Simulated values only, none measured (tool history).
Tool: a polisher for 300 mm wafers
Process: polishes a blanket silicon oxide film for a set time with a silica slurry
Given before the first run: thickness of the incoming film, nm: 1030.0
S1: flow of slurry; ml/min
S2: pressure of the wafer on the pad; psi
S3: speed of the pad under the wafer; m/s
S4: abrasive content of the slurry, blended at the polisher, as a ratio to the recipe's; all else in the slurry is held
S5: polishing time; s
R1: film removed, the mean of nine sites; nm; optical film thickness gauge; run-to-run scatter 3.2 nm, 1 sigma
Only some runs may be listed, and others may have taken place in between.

{"run": 1, "hour": 0.0, "S1": 300, "S2": 4.4, "S3": 1.32, "S4": 1.0, "S5": 92, "R1": 366.92}
{"run": 2, "hour": 4.3, "S1": 275, "S2": 4.4, "S3": 1.32, "S4": 1.0, "S5": 92, "R1": 365.35}
{"run": 3, "hour": 12.1, "S1": 245, "S2": 4.4, "S3": 1.32, "S4": 1.0, "S5": 92, "R1": 356.21}
{"run": 4, "hour": 17.8, "S1": 245, "S2": 4.0, "S3": 1.3, "S4": 1.0, "S5": 92, "R1": 315.76}
{"run": 5, "hour": 20.4, "S1": 245, "S2": 4.0, "S3": 1.58, "S4": 1.0, "S5": 92, "R1": 364.69}
{"run": 6, "hour": 29.3, "S1": 245, "S2": 4.0, "S3": 1.58, "S4": 1.15, "S5": 92, "R1": 386.0}
{"run": 7, "hour": 36.8, "S1": 240, "S2": 3.5, "S3": 1.56, "S4": 1.15, "S5": 92, "R1": 337.78}

For run 8, what comes out?
{"run": 8, "hour": 40.4, "S1": 235, "S2": 3.2, "S3": 1.56, "S4": 1.15, "S5": 92, "R1": "?"}

{"run 8": {"R1": 304.04}}
